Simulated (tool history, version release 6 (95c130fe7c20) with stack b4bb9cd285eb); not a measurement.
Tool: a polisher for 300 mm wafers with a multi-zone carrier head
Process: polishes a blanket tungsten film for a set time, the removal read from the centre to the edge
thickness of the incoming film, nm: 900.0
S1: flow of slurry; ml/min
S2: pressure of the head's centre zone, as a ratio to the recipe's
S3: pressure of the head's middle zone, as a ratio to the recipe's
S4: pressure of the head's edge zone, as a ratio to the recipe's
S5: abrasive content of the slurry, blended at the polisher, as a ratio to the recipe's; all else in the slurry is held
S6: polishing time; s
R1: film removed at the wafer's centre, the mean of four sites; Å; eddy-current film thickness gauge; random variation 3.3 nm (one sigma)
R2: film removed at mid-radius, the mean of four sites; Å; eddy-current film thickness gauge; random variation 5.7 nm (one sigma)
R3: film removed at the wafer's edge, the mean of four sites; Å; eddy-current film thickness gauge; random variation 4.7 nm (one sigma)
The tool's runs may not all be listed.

{"run": 1, "hour": 0.0, "S1": 270, "S2": 1, "S3": 1, "S4": 1, "S5": 1, "S6": 44, "R1": 3864.4, "R2": 3805.6, "R3": 3769.9}
{"run": 2, "hour": 3.7, "S1": 275, "S2": 0.98, "S3": 0.98, "S4": 1.06, "S5": 1.1, "S6": 44, "R1": 3926.5, "R2": 3921.1, "R3": 4113.4}
{"run": 3, "hour": 10.1, "S1": 290, "S2": 0.98, "S3": 0.97, "S4": 1.1, "S5": 1.1, "S6": 44, "R1": 3989.3, "R2": 3858.3, "R3": 4234.7}
{"run": 4, "hour": 15.6, "S1": 230, "S2": 0.98, "S3": 0.97, "S4": 1.1, "S5": 1.1, "S6": 44, "R1": 3845.1, "R2": 3754.8, "R3": 4088.1}
{"run": 5, "hour": 18.0, "S1": 230, "S2": 0.98, "S3": 0.9, "S4": 1.1, "S5": 1.1, "S6": 44, "R1": 3879.6, "R2": 3572.1, "R3": 4066.2}
{"run": 6, "hour": 20.8, "S1": 260, "S2": 0.97, "S3": 0.93, "S4": 1.13, "S5": 1.15, "S6": 44, "R1": 3948.7, "R2": 3765.9, "R3": 4222.9}
{"run": 7, "hour": 27.8, "S1": 275, "S2": 0.95, "S3": 0.93, "S4": 1.15, "S5": 1.2, "S6": 44, "R1": 3921.2, "R2": 3829, "R3": 4313.1}

Run 8 comes next. What will it give?
{"run": 8, "hour": 30.5, "S1": 285, "S2": 0.94, "S3": 0.92, "S4": 1.16, "S5": 1.25, "S6": 44, "R1": "?", "R2": "?", "R3": "?"}

{"run 8": {"R1": 3982, "R2": 3945.1, "R3": 4518}}
